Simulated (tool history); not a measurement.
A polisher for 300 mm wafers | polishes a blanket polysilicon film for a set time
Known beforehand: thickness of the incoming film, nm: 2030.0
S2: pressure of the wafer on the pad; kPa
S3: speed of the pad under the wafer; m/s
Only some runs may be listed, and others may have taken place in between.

Run 1, hour 0: flow of slurry (ml/min) 250, S2 21.4 kPa, S3 1.16 m/s, polishing time (s) 56. Result: film removed (Å) 4918.4.
Run 2, hour 2.4: flow of slurry (ml/min) 285, S2 21.4 kPa, S3 1.16 m/s, polishing time (s) 56. Result: film removed (Å) 4950.5.
Run 3, hour 9.7: flow of slurry (ml/min) 285, S2 21.4 kPa, S3 0.98 m/s, polishing time (s) 56. Result: film removed (Å) 4361.4.
Run 4, hour 10.3: flow of slurry (ml/min) 285, S2 21.4 kPa, S3 0.98 m/s, polishing time (s) 56. Result: film removed (Å) 4329.1.
Run 5, hour 15.4: flow of slurry (ml/min) 285, S2 21.4 kPa, S3 0.98 m/s, polishing time (s) 58. Result: film removed (Å) 4429.2.
Run 6, hour 21.2: flow of slurry (ml/min) 285, S2 17.9 kPa, S3 0.98 m/s, polishing time (s) 58. Result: film removed (Å) 3886.7.
Run 7, hour 22.7: flow of slurry (ml/min) 285, S2 15.2 kPa, S3 0.96 m/s, polishing time (s) 58. Result: film removed (Å) 3359.
Run 8, hour 29.7: flow of slurry (ml/min) 285, S2 13.8 kPa, S3 0.94 m/s, polishing time (s) 58. Result: film removed (Å) 3043.7.
Run 9, hour 38.6: flow of slurry (ml/min) 280, S2 12.4 kPa, S3 0.94 m/s, polishing time (s) 58. Result: film removed (Å) 2808.6.
Run 10, hour 45.1: flow of slurry (ml/min) 265, S2 11.7 kPa, S3 0.94 m/s, polishing time (s) 58. Result: film removed (Å) 2692.2.
Run 11, hour 52.5: flow of slurry (ml/min) 255, S2 11.7 kPa, S3 0.94 m/s, polishing time (s) 58. Result: film removed (Å) 2681.7.

Run 12 has not been measured yet. What should we expect?
Run 12, hour 58.6: flow of slurry (ml/min) 245, S2 11.7 kPa, S3 0.94 m/s, polishing time (s) 58. Result: film removed (Å) ?.

Logged for run 12: film removed (Å) 2669.5.
